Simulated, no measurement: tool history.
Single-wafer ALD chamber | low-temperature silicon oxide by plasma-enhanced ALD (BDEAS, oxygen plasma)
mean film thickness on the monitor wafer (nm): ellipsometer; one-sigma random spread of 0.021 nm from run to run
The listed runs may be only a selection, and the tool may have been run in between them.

run,hour,heater temperature setpoint (K),number of ALD cycles (cycles),mean film thickness on the monitor wafer (nm)
1,0,363.15,53,7.4109
2,6.1,366.15,52,7.1294
3,13.8,368.15,52,7.1293
4,14.6,370.15,52,7.0717
5,21.7,364.15,52,7.2587
6,24.2,364.15,46,6.3908

Expected results for the next run?
7,25.2,362.15,46,?

mean film thickness on the monitor wafer (nm): 6.4567
